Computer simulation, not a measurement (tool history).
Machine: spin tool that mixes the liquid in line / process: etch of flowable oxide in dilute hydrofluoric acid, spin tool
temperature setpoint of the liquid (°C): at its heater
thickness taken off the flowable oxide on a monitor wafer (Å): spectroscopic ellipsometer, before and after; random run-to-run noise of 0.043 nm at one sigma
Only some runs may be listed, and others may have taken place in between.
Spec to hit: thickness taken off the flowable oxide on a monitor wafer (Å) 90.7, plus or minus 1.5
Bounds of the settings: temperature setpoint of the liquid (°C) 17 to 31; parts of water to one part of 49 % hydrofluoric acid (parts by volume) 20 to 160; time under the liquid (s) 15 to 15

run,hour,temperature setpoint of the liquid (°C),parts of water to one part of 49 % hydrofluoric acid (parts by volume),time under the liquid (s),thickness taken off the flowable oxide on a monitor wafer (Å)
1,0,23,90,15,45.534
2,7.8,23,110,15,36.356
3,13.6,24.5,100,15,43.429
4,21.5,26,100,15,45.705
5,22.1,24.5,100,15,43.212
6,23.5,24.5,100,15,43.148
7,29.6,26,90,15,52.204
8,32.1,27,85,15,57.006
9,33.3,28,80,15,64.274
10,38.6,28.5,75,15,69.256
11,39.2,31,60,15,98.495
12,43.5,31,60,15,98.048
13,50.3,30.5,60,15,96.792
14,57,30,60,15,94.671

Which of these 5 next moves meets every target?
A,63.7,29,55,15,?
B,63.7,26.5,55,15,?
C,63.7,31,60,15,?
D,63.7,28,55,15,?
E,63.7,24,45,15,?

move,thickness taken off the flowable oxide on a monitor wafer (Å)
A,99.374
B,89.969
C,97.73
D,95.522
E,100.68
A: further off than the last run
B: every result within its allowed miss
C: further off than the last run
D: further off than the last run
E: further off than the last run
B meets every target.
